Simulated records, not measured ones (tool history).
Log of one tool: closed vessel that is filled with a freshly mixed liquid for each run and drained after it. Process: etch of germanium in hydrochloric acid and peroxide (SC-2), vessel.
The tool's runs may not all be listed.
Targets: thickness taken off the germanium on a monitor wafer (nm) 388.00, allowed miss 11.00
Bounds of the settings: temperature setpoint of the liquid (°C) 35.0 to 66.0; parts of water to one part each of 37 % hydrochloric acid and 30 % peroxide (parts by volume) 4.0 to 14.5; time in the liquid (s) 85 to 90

run	day	temperature setpoint of the liquid (°C)	parts of water to one part each of 37 % hydrochloric acid and 30 % peroxide (parts by volume)	time in the liquid (s)	thickness taken off the germanium on a monitor wafer (nm)
1	0.000	50.0	8.0	85	279.58
2	0.088	51.5	8.0	85	295.45
3	0.338	53.0	8.0	85	306.20
4	0.458	54.5	8.0	85	318.74
5	0.600	54.5	6.0	85	330.08
6	0.838	52.0	6.0	85	301.30
7	0.988	53.5	6.0	85	316.13
8	1.092	54.5	6.0	85	324.93
9	1.396	61.0	5.5	85	403.10

Which of these 4 next moves meets every target?
A	1.700	57.0	5.5	85	?
B	1.700	60.0	5.0	90	?
C	1.700	58.0	4.0	90	?
D	1.700	60.0	5.5	90	?

move	thickness taken off the germanium on a monitor wafer (nm)
A	353.20
B	411.07
C	388.72
D	409.65
A: takes the result that was furthest off past its target
B: further off than the last run
C: meets every target
D: further off than the last run
The right move is C.
